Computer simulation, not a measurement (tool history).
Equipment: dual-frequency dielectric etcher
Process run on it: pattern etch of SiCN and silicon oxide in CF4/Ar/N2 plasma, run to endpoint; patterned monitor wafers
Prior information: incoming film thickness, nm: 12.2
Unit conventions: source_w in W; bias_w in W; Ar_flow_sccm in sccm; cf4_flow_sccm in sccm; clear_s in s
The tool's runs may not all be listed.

| run | day | source_w | bias_w | Ar_flow_sccm | cf4_flow_sccm | clear_s |
|---|---|---|---|---|---|---|
| 1 | 0.000 | 500 | 69 | 99 | 65 | 12.133 |
| 2 | 0.325 | 500 | 69 | 99 | 55 | 12.375 |
| 3 | 0.654 | 510 | 69 | 99 | 55 | 12.165 |
| 4 | 0.742 | 520 | 69 | 99 | 55 | 11.887 |
| 5 | 0.771 | 530 | 69 | 99 | 55 | 11.700 |
| 6 | 1.096 | 530 | 69 | 110 | 55 | 11.802 |
| 7 | 1.200 | 540 | 69 | 110 | 55 | 11.576 |
| 8 | 1.375 | 550 | 69 | 110 | 55 | 11.280 |

Predict the results of run 9:
| 9 | 1.604 | 570 | 69 | 110 | 55 | ? |

{"run 9": {"clear_s": 10.892}}
